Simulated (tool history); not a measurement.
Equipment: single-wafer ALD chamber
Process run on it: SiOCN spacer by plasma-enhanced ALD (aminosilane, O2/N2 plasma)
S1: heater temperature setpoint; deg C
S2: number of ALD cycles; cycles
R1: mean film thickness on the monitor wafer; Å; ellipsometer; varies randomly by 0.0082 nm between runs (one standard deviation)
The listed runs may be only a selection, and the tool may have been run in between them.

Run 1, hour 0.0: S1 410 deg C, S2 52 cycles. Result: R1 29.413 Å.
Run 2, hour 3.6: S1 407 deg C, S2 56 cycles. Result: R1 32.068 Å.
Run 3, hour 8.5: S1 404 deg C, S2 58 cycles. Result: R1 33.319 Å.
Run 4, hour 12.4: S1 404 deg C, S2 63 cycles. Result: R1 36.345 Å.
Run 5, hour 13.2: S1 404 deg C, S2 60 cycles. Result: R1 34.559 Å.
Run 6, hour 17.3: S1 402 deg C, S2 62 cycles. Result: R1 35.997 Å.

Run 7 comes next. What will it give?
Run 7, hour 23.1: S1 401 deg C, S2 63 cycles. Result: R1 ?.

R1: 36.603 Å
